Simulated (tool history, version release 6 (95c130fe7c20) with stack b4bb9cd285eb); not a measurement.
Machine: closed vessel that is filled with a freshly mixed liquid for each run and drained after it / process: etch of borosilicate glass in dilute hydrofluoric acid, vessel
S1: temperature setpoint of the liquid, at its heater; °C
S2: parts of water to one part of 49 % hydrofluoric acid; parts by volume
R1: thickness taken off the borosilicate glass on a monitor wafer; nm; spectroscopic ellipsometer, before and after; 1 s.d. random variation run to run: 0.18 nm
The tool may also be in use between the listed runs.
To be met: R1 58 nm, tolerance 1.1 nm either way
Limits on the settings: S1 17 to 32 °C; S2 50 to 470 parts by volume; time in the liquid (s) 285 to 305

run 1 hour=0 | S1=24 S2=260 time_in_the_liquid_(s)=285 | R1=41.658
run 2 hour=6.9 | S1=26 S2=255 time_in_the_liquid_(s)=285 | R1=45.745
run 3 hour=9.6 | S1=26 S2=165 time_in_the_liquid_(s)=285 | R1=78.12
run 4 hour=10.7 | S1=26 S2=165 time_in_the_liquid_(s)=285 | R1=78.689
run 5 hour=17.3 | S1=27.5 S2=165 time_in_the_liquid_(s)=285 | R1=82.933
run 6 hour=20.8 | S1=25.5 S2=165 time_in_the_liquid_(s)=285 | R1=76.631
run 7 hour=22.8 | S1=24 S2=165 time_in_the_liquid_(s)=285 | R1=72.459
run 8 hour=30.3 | S1=22.5 S2=165 time_in_the_liquid_(s)=285 | R1=68.594
run 9 hour=36.4 | S1=21.5 S2=165 time_in_the_liquid_(s)=285 | R1=66.293
run 10 hour=43.2 | S1=17.5 S2=165 time_in_the_liquid_(s)=285 | R1=56.745

Below are 5 possible settings for the next run. Only one of them brings all results inside the allowed miss of their targets. Which is it?
run A hour=50 | S1=21.5 S2=190 time_in_the_liquid_(s)=285 | R1=?
run B hour=50 | S1=18.5 S2=185 time_in_the_liquid_(s)=305 | R1=?
run C hour=50 | S1=18 S2=170 time_in_the_liquid_(s)=295 | R1=?
run D hour=50 | S1=18 S2=185 time_in_the_liquid_(s)=305 | R1=?
run E hour=50 | S1=17 S2=165 time_in_the_liquid_(s)=285 | R1=?

move=A R1=55.923
move=B R1=54.967
move=C R1=57.543
move=D R1=53.887
move=E R1=55.274
A: the biggest miss grows against the last run
B: the biggest miss grows against the last run
C: every result lands within tolerance
D: the biggest miss grows against the last run
E: the biggest miss grows against the last run
C meets every target.

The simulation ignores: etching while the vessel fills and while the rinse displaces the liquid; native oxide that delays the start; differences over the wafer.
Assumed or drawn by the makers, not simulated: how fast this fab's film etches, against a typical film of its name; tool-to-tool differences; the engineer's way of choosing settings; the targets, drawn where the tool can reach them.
